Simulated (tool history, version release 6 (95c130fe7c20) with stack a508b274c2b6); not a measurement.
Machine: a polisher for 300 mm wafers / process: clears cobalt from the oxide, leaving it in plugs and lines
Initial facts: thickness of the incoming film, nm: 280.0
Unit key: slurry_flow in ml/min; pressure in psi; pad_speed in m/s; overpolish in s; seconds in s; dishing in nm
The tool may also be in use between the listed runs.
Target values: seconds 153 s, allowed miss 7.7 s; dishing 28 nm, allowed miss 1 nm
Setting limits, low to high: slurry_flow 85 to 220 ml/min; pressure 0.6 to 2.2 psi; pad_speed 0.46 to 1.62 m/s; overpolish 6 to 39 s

| run | hour | slurry_flow | pressure | pad_speed | overpolish | seconds | dishing |
|---|---|---|---|---|---|---|---|
| 1 | 0 | 140 | 1.4 | 1.04 | 20 | 75.791 | 41.813 |
| 2 | 3.9 | 155 | 1.4 | 1.04 | 20 | 76.3 | 42.147 |
| 3 | 5.3 | 155 | 1.3 | 1.02 | 20 | 80.4 | 40.773 |
| 4 | 9.1 | 155 | 1.2 | 1 | 20 | 88.637 | 38.452 |
| 5 | 16.4 | 155 | 1.1 | 0.98 | 20 | 94.405 | 37.129 |
| 6 | 18.8 | 155 | 1 | 0.96 | 20 | 104.58 | 35.881 |
| 7 | 23.5 | 155 | 1 | 0.94 | 20 | 107.8 | 35.592 |
| 8 | 28.5 | 150 | 0.8 | 0.9 | 18 | 129.23 | 29.269 |
| 9 | 36.5 | 145 | 0.8 | 0.9 | 18 | 129.11 | 29.661 |
| 10 | 39.2 | 130 | 0.7 | 0.9 | 19 | 145.06 | 28.308 |
| 11 | 48.1 | 125 | 0.7 | 0.9 | 20 | 147.52 | 28.765 |

Of the 5 settings listed for the next run, only one would bring every result within its allowed miss of target. Which one?
| A | 57 | 115 | 0.7 | 0.88 | 20 | ? | ? |
| B | 57 | 125 | 0.7 | 0.94 | 20 | ? | ? |
| C | 57 | 145 | 0.7 | 0.96 | 19 | ? | ? |
| D | 57 | 120 | 0.9 | 0.56 | 27 | ? | ? |
| E | 57 | 85 | 0.7 | 0.88 | 24 | ? | ? |

| move | seconds | dishing |
|---|---|---|
| A | 146.1 | 27.994 |
| B | 136.68 | 29.288 |
| C | 130.83 | 29.133 |
| D | 167.7 | 31.298 |
| E | 157.32 | 30.14 |
A: every result within its allowed miss
B: its largest miss is bigger than the last run's
C: its largest miss is bigger than the last run's
D: its largest miss is bigger than the last run's
E: its largest miss is bigger than the last run's
Correct choice: A, which meets every target
